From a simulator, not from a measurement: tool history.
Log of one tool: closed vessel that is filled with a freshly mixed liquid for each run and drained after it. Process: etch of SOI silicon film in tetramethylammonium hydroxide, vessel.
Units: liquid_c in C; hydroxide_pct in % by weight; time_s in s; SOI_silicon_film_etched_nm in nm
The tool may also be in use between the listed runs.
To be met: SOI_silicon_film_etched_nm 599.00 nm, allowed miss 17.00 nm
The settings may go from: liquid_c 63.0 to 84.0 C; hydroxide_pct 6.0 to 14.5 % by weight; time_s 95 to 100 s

run  hour  liquid_c  hydroxide_pct  time_s  SOI_silicon_film_etched_nm
  1   0.0      76.0            9.5      95                     1131.20
  2   5.3      76.0            8.0      95                     1201.40
  3   9.9      76.0            8.0      95                     1198.80
  4  18.5      74.5            8.0      95                     1103.90
  5  27.4      73.0            8.0      95                     1006.90
  6  31.6      73.0            9.0      95                      981.04
  7  39.6      72.0            9.0      95                      926.75
  8  45.2      71.0            9.0      95                      883.03
  9  49.0      70.0            9.0      95                      822.33
 10  51.6      69.5            9.0      95                      796.46
 11  57.4      63.5            9.0      95                      558.46
 12  65.8      64.0            9.0      95                      577.26

Which of these 5 next moves meets every target?
  A  74.2      63.5           10.0     100                           ?
  B  74.2      63.5            6.0     100                           ?
  C  74.2      64.5           10.5     100                           ?
  D  74.2      65.0            9.5     100                           ?
  E  74.2      64.5            7.5      95                           ?

move  SOI_silicon_film_etched_nm
   A                      568.57
   B                      664.40
   C                      594.26
   D                      635.29
   E                      634.06
A: further off than the last run
B: takes the result that was furthest off past its target
C: meets every target
D: takes the result that was furthest off past its target
E: takes the result that was furthest off past its target
Answer: C
